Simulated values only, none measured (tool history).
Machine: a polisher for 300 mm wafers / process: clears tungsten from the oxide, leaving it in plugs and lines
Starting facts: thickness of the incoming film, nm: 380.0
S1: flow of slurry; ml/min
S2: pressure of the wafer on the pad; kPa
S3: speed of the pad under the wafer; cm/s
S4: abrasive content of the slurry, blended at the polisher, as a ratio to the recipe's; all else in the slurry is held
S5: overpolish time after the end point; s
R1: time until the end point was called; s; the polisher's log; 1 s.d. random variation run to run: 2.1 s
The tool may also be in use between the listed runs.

run	hour	S1	S2	S3	S4	S5	R1
1	0.0	130	27.6	86	1.0	5	88.824
2	5.1	130	24.1	84	1.0	5	100.070
3	7.8	130	20.7	82	1.0	5	119.880
4	14.3	130	20.7	82	1.2	5	116.180
5	22.6	130	19.3	82	1.2	5	123.080
6	26.1	130	19.3	82	1.2	4	122.430

Run 7 comes next. What will it give?
7	34.1	130	17.9	82	1.2	4	?

R1: 129.550 s
